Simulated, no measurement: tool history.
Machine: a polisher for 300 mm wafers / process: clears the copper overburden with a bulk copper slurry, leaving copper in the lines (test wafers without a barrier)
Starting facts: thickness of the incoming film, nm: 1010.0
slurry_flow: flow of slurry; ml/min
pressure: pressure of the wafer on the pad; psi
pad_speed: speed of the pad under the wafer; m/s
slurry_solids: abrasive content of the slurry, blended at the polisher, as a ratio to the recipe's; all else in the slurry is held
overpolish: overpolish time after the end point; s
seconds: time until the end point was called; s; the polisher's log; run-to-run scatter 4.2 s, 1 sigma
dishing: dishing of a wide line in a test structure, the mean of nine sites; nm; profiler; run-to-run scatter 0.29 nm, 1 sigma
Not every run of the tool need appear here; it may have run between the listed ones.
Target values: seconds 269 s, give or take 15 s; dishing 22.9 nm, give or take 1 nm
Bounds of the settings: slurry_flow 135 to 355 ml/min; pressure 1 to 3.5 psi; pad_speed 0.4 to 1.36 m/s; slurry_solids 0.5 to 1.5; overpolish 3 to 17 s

run  hour  slurry_flow  pressure  pad_speed  slurry_solids  overpolish  seconds  dishing
  1     0          225       2.2       0.88              1           9    153.4   37.542
  2   8.9          225       2.2       0.96              1           9   143.34   41.279
  3  17.3          190       2.2       0.96              1           9   140.83   39.932
  4  22.4          190       1.9       0.94              1           9   166.94   35.517
  5  24.7          190       1.9       0.74              1           9   206.54   29.257
  6  29.6          190       1.8       0.74              1           9   215.75   28.048
     31.8  -- head pressure recalibrated
  7  31.8          190       1.7       0.74              1           9   210.42   28.381
  8  35.1          185       1.1        0.7              1           9   289.79   20.694

Pick the move, out of 5, that brings all results within their allowed miss; only one does.
  A  38.4          210       1.1       0.74           1.15           9        ?        ?
  B  38.4          190       1.3        0.7              1           8        ?        ?
  C  38.4          170       1.4       0.56            0.8          10        ?        ?
  D  38.4          165         1       0.78           1.05           8        ?        ?
  E  38.4          210         1       0.76            0.8           9        ?        ?

move  seconds  dishing
   A   267.24   22.397
   B   260.11   20.773
   C   315.88   21.374
   D   281.44   19.186
   E    294.4    20.48
A: every result within its allowed miss
B: just as far off the targets as the last run
C: its largest miss is bigger than the last run's
D: its largest miss is bigger than the last run's
E: its largest miss is bigger than the last run's
The right move is A.
